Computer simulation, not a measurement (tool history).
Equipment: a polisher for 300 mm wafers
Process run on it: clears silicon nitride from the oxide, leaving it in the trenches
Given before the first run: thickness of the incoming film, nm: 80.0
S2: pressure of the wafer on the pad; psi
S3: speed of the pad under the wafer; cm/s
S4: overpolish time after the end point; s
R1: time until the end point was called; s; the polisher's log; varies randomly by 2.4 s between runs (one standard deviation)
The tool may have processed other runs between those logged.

Run 1, hour 0: flow of slurry (ml/min) 270, S2 1.7 psi, S3 126 cm/s, S4 14 s. Result: R1 123.64 s.
Run 2, hour 7.1: flow of slurry (ml/min) 270, S2 1.7 psi, S3 156 cm/s, S4 14 s. Result: R1 100.4 s.
Run 3, hour 11.9: flow of slurry (ml/min) 270, S2 1.7 psi, S3 128 cm/s, S4 14 s. Result: R1 122.86 s.
Run 4, hour 15.6: flow of slurry (ml/min) 270, S2 1.7 psi, S3 150 cm/s, S4 14 s. Result: R1 103.2 s.
Run 5, hour 21.6: flow of slurry (ml/min) 270, S2 2.1 psi, S3 150 cm/s, S4 14 s. Result: R1 85.102 s.
Run 6, hour 29: flow of slurry (ml/min) 265, S2 1.7 psi, S3 134 cm/s, S4 14 s. Result: R1 117.25 s.

Expected results for the next run?
Run 7, hour 34.7: flow of slurry (ml/min) 255, S2 1.2 psi, S3 98 cm/s, S4 14 s. Result: R1 ?.

{"run 7": {"R1": 220.71}}
